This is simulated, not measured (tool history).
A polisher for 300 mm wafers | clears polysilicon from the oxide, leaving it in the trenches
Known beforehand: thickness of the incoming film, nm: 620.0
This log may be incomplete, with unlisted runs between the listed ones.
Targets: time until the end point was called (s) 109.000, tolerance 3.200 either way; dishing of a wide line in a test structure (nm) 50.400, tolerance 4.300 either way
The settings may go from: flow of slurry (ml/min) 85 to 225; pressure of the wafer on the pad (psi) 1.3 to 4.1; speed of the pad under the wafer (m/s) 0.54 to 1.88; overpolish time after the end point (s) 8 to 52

run	hour	flow of slurry (ml/min)	pressure of the wafer on the pad (psi)	speed of the pad under the wafer (m/s)	overpolish time after the end point (s)	time until the end point was called (s)	dishing of a wide line in a test structure (nm)
1	0.0	145	2.7	1.20	26	31.197	59.349
2	4.3	130	2.4	1.06	25	40.495	61.886
3	9.1	130	2.4	1.06	20	40.408	59.368
4	15.5	130	2.7	1.06	20	35.712	55.914
5	17.5	120	2.4	0.96	17	46.217	58.850
6	23.0	120	2.4	1.22	17	36.161	56.397
7	27.2	115	2.2	1.08	15	44.268	59.938
8	32.7	85	1.5	0.74	28	102.450	57.989
9	35.6	85	1.5	0.74	25	100.560	56.678
10	40.8	85	1.5	0.74	25	100.300	57.041
11	45.2	85	1.5	0.74	25	101.350	56.269
12	50.1	85	1.5	0.74	21	100.700	52.140

Below are 5 possible settings for the next run. Only one of them brings all results inside the allowed miss of their targets. Which is it?
A	55.0	85	1.3	0.70	31	?	?
B	55.0	85	1.8	0.54	25	?	?
C	55.0	85	1.5	0.68	18	?	?
D	55.0	95	1.4	0.78	16	?	?
E	55.0	110	1.6	0.72	16	?	?

move	time until the end point was called (s)	dishing of a wide line in a test structure (nm)
A	122.900	54.878
B	115.300	53.233
C	110.370	49.059
D	99.876	48.755
E	91.272	50.243
A: carries the result that was furthest off beyond its target, to the other side
B: carries the result that was furthest off beyond its target, to the other side
C: all results land within tolerance of their targets
D: its largest miss is bigger than the last run's
E: its largest miss is bigger than the last run's
C meets every target.
